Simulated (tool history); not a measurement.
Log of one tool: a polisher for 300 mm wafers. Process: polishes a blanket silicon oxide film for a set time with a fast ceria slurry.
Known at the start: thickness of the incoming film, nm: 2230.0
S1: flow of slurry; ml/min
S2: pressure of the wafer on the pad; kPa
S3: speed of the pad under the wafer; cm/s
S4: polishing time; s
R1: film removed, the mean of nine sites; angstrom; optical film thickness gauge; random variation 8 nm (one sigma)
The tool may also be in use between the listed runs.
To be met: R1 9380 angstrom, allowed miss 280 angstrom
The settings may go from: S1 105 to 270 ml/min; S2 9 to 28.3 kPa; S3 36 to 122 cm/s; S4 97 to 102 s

run,hour,S1,S2,S3,S4,R1
1,0,175,18.6,78,97,12884
2,7.3,175,18.6,66,97,11069
3,16.2,175,18.6,74,97,12239
4,22.4,175,18.6,82,97,14032
5,23.6,135,18.6,82,97,13211
6,26.3,135,22.8,82,97,16115
7,34.7,135,20.7,82,97,14545
8,42.6,135,19.3,82,97,13610
9,44.5,125,14.5,80,97,9714.1

Which of these 5 next moves meets every target?
A,46.4,135,12.4,78,99,?
B,46.4,115,13.8,80,99,?
C,46.4,105,20,54,97,?
D,46.4,145,13.8,70,97,?
E,46.4,110,13.1,76,102,?

move,R1
A,8754.9
B,9554.8
C,8951
D,8673
E,8812.1
A: takes the result that was furthest off past its target
B: meets every target
C: takes the result that was furthest off past its target
D: takes the result that was furthest off past its target
E: takes the result that was furthest off past its target
Answer: B

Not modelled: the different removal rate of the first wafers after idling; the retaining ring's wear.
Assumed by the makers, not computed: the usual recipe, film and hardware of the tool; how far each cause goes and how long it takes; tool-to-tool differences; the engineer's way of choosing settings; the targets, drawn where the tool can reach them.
